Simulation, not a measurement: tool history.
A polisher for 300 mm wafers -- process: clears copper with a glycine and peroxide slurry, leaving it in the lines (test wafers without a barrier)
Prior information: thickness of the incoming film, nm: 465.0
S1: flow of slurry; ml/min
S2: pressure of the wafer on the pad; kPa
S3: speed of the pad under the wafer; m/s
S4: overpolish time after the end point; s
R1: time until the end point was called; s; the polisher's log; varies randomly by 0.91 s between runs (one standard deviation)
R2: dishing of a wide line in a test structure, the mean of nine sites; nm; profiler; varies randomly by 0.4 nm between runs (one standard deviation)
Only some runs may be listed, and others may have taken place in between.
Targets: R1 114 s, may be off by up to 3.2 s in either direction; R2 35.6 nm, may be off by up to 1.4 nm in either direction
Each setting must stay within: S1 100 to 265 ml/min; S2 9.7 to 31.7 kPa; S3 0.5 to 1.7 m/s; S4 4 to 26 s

Run 1, hour 0: S1 170 ml/min, S2 20.7 kPa, S3 1.1 m/s, S4 13 s. Result: R1 75.807 s, R2 45.923 nm.
Run 2, hour 5.2: S1 170 ml/min, S2 25.5 kPa, S3 1.1 m/s, S4 13 s. Result: R1 64.442 s, R2 51.253 nm.
Run 3, hour 11.6: S1 165 ml/min, S2 23.4 kPa, S3 1.1 m/s, S4 13 s. Result: R1 68.714 s, R2 49.105 nm.
Run 4, hour 20.1: S1 185 ml/min, S2 23.4 kPa, S3 1.1 m/s, S4 13 s. Result: R1 68.022 s, R2 49.093 nm.
Run 5, hour 21: S1 180 ml/min, S2 21.4 kPa, S3 1.1 m/s, S4 13 s. Result: R1 73.26 s, R2 45.938 nm.
Run 6, hour 22.3: S1 180 ml/min, S2 21.4 kPa, S3 1.1 m/s, S4 10 s. Result: R1 72.787 s, R2 39.248 nm.
Run 7, hour 31: S1 175 ml/min, S2 20 kPa, S3 1.1 m/s, S4 10 s. Result: R1 76.921 s, R2 37.044 nm.
Run 8, hour 34: S1 170 ml/min, S2 18.6 kPa, S3 1.1 m/s, S4 11 s. Result: R1 82.805 s, R2 37.606 nm.
At hour 38.9: head pressure recalibrated.
Run 9, hour 38.9: S1 165 ml/min, S2 17.9 kPa, S3 1.1 m/s, S4 11 s. Result: R1 78.358 s, R2 39.304 nm.
Run 10, hour 44.3: S1 170 ml/min, S2 16.5 kPa, S3 1.08 m/s, S4 11 s. Result: R1 84.918 s, R2 36.359 nm.
Run 11, hour 51.4: S1 145 ml/min, S2 11 kPa, S3 1.04 m/s, S4 16 s. Result: R1 120.94 s, R2 36.448 nm.
Run 12, hour 52.5: S1 150 ml/min, S2 11 kPa, S3 1.04 m/s, S4 16 s. Result: R1 121.11 s, R2 37.028 nm.
Run 13, hour 58.5: S1 160 ml/min, S2 11.7 kPa, S3 1.04 m/s, S4 15 s. Result: R1 116.38 s, R2 36.243 nm.

Consider the 5 candidate settings below. Which is the only one whose results all fall within their allowed miss of target?
Run A, hour 64.5: S1 155 ml/min, S2 12.4 kPa, S3 1 m/s, S4 14 s. Result: R1 ?, R2 ?.
Run B, hour 64.5: S1 115 ml/min, S2 13.1 kPa, S3 0.86 m/s, S4 16 s. Result: R1 ?, R2 ?.
Run C, hour 64.5: S1 160 ml/min, S2 11 kPa, S3 1.02 m/s, S4 18 s. Result: R1 ?, R2 ?.
Run D, hour 64.5: S1 200 ml/min, S2 15.2 kPa, S3 0.66 m/s, S4 14 s. Result: R1 ?, R2 ?.
Run E, hour 64.5: S1 190 ml/min, S2 12.4 kPa, S3 0.92 m/s, S4 16 s. Result: R1 ?, R2 ?.

move      R1      R2
   A  113.53  34.847
   B  124.24  36.237
   C  121.97  39.369
   D  121.58  33.763
   E  116.76  37.726
A: hits every target within its allowed miss
B: its largest miss is bigger than the last run's
C: its largest miss is bigger than the last run's
D: its largest miss is bigger than the last run's
E: corrects the largest miss of the last run, while another result sits out of spec
A meets every target.
